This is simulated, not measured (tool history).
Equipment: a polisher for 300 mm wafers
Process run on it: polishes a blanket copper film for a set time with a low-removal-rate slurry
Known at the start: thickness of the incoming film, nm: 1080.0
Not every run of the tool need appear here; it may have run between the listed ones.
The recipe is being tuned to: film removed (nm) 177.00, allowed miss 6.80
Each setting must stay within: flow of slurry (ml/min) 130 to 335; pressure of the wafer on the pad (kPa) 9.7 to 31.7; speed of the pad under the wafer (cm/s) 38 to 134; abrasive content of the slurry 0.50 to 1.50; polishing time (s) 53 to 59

run	day	flow of slurry (ml/min)	pressure of the wafer on the pad (kPa)	speed of the pad under the wafer (cm/s)	abrasive content of the slurry	polishing time (s)	film removed (nm)
1	0.000	215	20.7	86	1.00	59	139.95
2	0.054	215	20.7	86	1.10	59	139.27
3	0.325	215	20.7	76	1.10	59	126.36
4	0.562	165	20.7	76	1.10	59	121.71
5	0.721	165	20.7	76	1.10	53	110.82
6	0.746	175	22.8	76	1.10	53	120.79
7	1.079	180	24.8	76	1.10	53	131.01
8	1.283	185	26.2	76	1.10	53	140.77
9	1.612	190	27.6	76	1.10	53	146.14
10	1.642	195	28.3	76	1.10	53	149.37
11	1.908	195	29.0	76	1.10	53	152.39
12	2.188	195	29.6	78	1.10	53	161.14
13	2.304	195	30.3	78	1.10	53	166.04

Exercise: of the 4 proposed moves below, exactly one satisfies all targets within the stated allowed misses. Which move is it?
A	2.421	225	28.3	72	1.05	55	?
B	2.421	175	28.3	72	1.20	53	?
C	2.421	205	31.0	78	1.10	55	?
D	2.421	150	31.0	74	1.10	53	?

move	film removed (nm)
A	146.23
B	141.53
C	172.84
D	153.06
A: further off than the last run
B: further off than the last run
C: in spec on every target
D: further off than the last run
So the answer is move C, the one that meets all the targets.

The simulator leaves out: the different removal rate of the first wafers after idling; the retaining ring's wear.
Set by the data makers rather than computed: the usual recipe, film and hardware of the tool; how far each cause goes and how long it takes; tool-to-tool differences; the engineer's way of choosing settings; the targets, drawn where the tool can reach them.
